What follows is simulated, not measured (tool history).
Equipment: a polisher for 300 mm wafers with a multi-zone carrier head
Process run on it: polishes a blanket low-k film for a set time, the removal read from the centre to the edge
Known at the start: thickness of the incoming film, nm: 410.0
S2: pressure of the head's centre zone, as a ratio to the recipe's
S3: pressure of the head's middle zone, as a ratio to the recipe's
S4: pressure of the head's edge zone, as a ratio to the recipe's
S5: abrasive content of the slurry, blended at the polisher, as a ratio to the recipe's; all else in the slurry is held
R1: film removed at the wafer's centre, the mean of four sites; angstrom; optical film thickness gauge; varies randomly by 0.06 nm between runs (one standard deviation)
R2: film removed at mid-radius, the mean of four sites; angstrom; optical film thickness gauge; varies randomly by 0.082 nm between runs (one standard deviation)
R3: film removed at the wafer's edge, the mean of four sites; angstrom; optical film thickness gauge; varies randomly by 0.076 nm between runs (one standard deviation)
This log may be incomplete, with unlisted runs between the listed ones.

{"run": 1, "hour": 0.0, "flow of slurry (ml/min)": 245, "S2": 1.0, "S3": 1.0, "S4": 1.0, "S5": 1.0, "polishing time (s)": 53, "R1": 134.47, "R2": 117.11, "R3": 125.9}
{"run": 2, "hour": 5.9, "flow of slurry (ml/min)": 245, "S2": 1.0, "S3": 1.0, "S4": 0.96, "S5": 1.0, "polishing time (s)": 53, "R1": 133.71, "R2": 120.42, "R3": 121.04}
{"run": 3, "hour": 11.4, "flow of slurry (ml/min)": 245, "S2": 1.0, "S3": 0.96, "S4": 0.96, "S5": 1.0, "polishing time (s)": 53, "R1": 134.63, "R2": 113.73, "R3": 122.08}
{"run": 4, "hour": 17.7, "flow of slurry (ml/min)": 245, "S2": 1.0, "S3": 0.96, "S4": 0.88, "S5": 1.0, "polishing time (s)": 53, "R1": 135.04, "R2": 112.52, "R3": 116.23}
{"run": 5, "hour": 19.7, "flow of slurry (ml/min)": 245, "S2": 0.99, "S3": 0.95, "S4": 0.87, "S5": 0.9, "polishing time (s)": 52, "R1": 121.84, "R2": 104.98, "R3": 107.57}
{"run": 6, "hour": 20.7, "flow of slurry (ml/min)": 245, "S2": 0.99, "S3": 0.93, "S4": 0.86, "S5": 0.8, "polishing time (s)": 51, "R1": 111.45, "R2": 93.161, "R3": 98.148}
{"run": 7, "hour": 23.6, "flow of slurry (ml/min)": 245, "S2": 0.99, "S3": 0.93, "S4": 0.85, "S5": 0.75, "polishing time (s)": 51, "R1": 105.4, "R2": 90.41, "R3": 92.04}
{"run": 8, "hour": 28.2, "flow of slurry (ml/min)": 210, "S2": 0.96, "S3": 0.83, "S4": 0.81, "S5": 0.6, "polishing time (s)": 51, "R1": 80.599, "R2": 66.303, "R3": 72.365}
{"run": 9, "hour": 35.7, "flow of slurry (ml/min)": 230, "S2": 0.96, "S3": 0.84, "S4": 0.81, "S5": 0.6, "polishing time (s)": 51, "R1": 81.786, "R2": 67.813, "R3": 72.219}
{"run": 10, "hour": 40.0, "flow of slurry (ml/min)": 235, "S2": 0.97, "S3": 0.85, "S4": 0.83, "S5": 0.6, "polishing time (s)": 51, "R1": 83.735, "R2": 67.735, "R3": 73.059}
{"run": 11, "hour": 45.9, "flow of slurry (ml/min)": 235, "S2": 0.97, "S3": 0.86, "S4": 0.84, "S5": 0.6, "polishing time (s)": 51, "R1": 83.469, "R2": 68.273, "R3": 73.423}
{"run": 12, "hour": 47.8, "flow of slurry (ml/min)": 235, "S2": 0.97, "S3": 0.87, "S4": 0.85, "S5": 0.6, "polishing time (s)": 51, "R1": 83.48, "R2": 68.566, "R3": 74.327}
{"run": 13, "hour": 52.1, "flow of slurry (ml/min)": 245, "S2": 0.97, "S3": 0.88, "S4": 0.86, "S5": 0.6, "polishing time (s)": 51, "R1": 83.247, "R2": 69.849, "R3": 76.207}
{"run": 14, "hour": 53.8, "flow of slurry (ml/min)": 245, "S2": 0.98, "S3": 0.89, "S4": 0.86, "S5": 0.6, "polishing time (s)": 51, "R1": 83.832, "R2": 70.928, "R3": 75.692}
{"run": 15, "hour": 62.3, "flow of slurry (ml/min)": 250, "S2": 0.99, "S3": 0.9, "S4": 0.87, "S5": 0.6, "polishing time (s)": 51, "R1": 85.801, "R2": 69.831, "R3": 76.561}

Expected results for the next run?
{"run": 16, "hour": 68.1, "flow of slurry (ml/min)": 255, "S2": 0.99, "S3": 0.91, "S4": 0.87, "S5": 0.6, "polishing time (s)": 51, "R1": "?", "R2": "?", "R3": "?"}

{"run 16": {"R1": 85.406, "R2": 72.609, "R3": 76.872}}

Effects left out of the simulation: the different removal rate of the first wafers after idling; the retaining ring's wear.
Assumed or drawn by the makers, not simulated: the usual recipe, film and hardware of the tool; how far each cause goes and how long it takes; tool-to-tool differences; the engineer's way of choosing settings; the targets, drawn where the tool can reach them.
